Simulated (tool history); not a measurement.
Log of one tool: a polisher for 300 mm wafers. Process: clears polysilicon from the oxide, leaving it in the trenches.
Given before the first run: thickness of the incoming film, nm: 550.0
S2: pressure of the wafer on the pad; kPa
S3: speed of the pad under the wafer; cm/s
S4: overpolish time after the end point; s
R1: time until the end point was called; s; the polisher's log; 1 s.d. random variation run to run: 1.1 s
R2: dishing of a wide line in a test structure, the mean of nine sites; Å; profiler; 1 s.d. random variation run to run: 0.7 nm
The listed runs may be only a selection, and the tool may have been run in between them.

{"run": 1, "hour": 0.0, "flow of slurry (ml/min)": 230, "S2": 15.9, "S3": 98, "S4": 18, "R1": 41.465, "R2": 443.07}
{"run": 2, "hour": 8.1, "flow of slurry (ml/min)": 205, "S2": 15.9, "S3": 98, "S4": 18, "R1": 42.04, "R2": 431.84}
{"run": 3, "hour": 14.9, "flow of slurry (ml/min)": 185, "S2": 13.1, "S3": 84, "S4": 14, "R1": 59.294, "R2": 435.16}
{"run": 4, "hour": 22.1, "flow of slurry (ml/min)": 170, "S2": 11.0, "S3": 76, "S4": 11, "R1": 77.727, "R2": 373.41}
{"run": 5, "hour": 27.7, "flow of slurry (ml/min)": 170, "S2": 9.7, "S3": 72, "S4": 13, "R1": 91.773, "R2": 359.36}
{"run": 6, "hour": 36.8, "flow of slurry (ml/min)": 170, "S2": 9.0, "S3": 68, "S4": 16, "R1": 105.31, "R2": 378.97}
{"run": 7, "hour": 43.8, "flow of slurry (ml/min)": 165, "S2": 8.3, "S3": 68, "S4": 15, "R1": 115.61, "R2": 344.62}
{"run": 8, "hour": 51.9, "flow of slurry (ml/min)": 175, "S2": 8.3, "S3": 68, "S4": 16, "R1": 113.59, "R2": 353.35}

Estimate the outcome of run 9 from the log above:
{"run": 9, "hour": 55.2, "flow of slurry (ml/min)": 170, "S2": 6.9, "S3": 68, "S4": 17, "R1": "?", "R2": "?"}

{"run 9": {"R1": 133.31, "R2": 352.13}}
